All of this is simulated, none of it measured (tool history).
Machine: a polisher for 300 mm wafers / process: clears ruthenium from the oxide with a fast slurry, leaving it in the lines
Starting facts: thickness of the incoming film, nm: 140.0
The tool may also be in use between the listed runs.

run,hour,flow of slurry (ml/min),pressure of the wafer on the pad (kPa),speed of the pad under the wafer (m/s),abrasive content of the slurry,overpolish time after the end point (s),time until the end point was called (s),dishing of a wide line in a test structure (Å)
1,0,270,21.4,0.92,1,26,40.823,589.54
2,2,270,26.2,0.92,1,26,34.8,636.45
3,4.2,270,27.6,0.88,1,23,34.069,585.54
4,5.8,270,27.6,0.68,1,23,44.53,486.62
5,12.1,270,27.6,0.68,1.15,23,42.802,520.51
6,12.9,270,27.6,0.46,1.15,23,62.249,394.64
7,20.4,295,29,0.52,1.05,20,52.708,398.24
8,26.5,315,29.6,0.56,0.95,18,51.292,379.63
9,30.2,335,30.3,0.62,0.85,16,47.506,368.85
10,31.5,350,31,0.68,0.8,15,43.8,372.89
11,36.2,350,31,0.68,0.8,15,44.093,359.83
12,37.4,360,31.7,0.74,0.75,14,41.665,375.53
13,41.6,285,30.3,0.8,1,8,35.585,264.46
14,49.7,295,31,0.82,1,8,34.044,283.42
# hour 53.4: head pressure recalibrated
15,53.4,300,31,0.84,1,8,31.198,292.36
16,55.2,305,33.1,0.84,1,14,29.658,456.69
17,56.2,295,30.3,0.96,1,8,28.389,308.95
18,63.1,300,30.3,0.96,1,8,27.7,319.41
19,71.4,305,30.3,0.96,1,8,27.571,319.94
20,78.3,310,30.3,0.96,1,8,27.599,319.13

Estimate the outcome of run 21 from the log above:
21,80.8,315,30.3,0.96,1,8,?,?

Run 21 came out at time until the end point was called (s) 28.145, dishing of a wide line in a test structure (Å) 322.5.
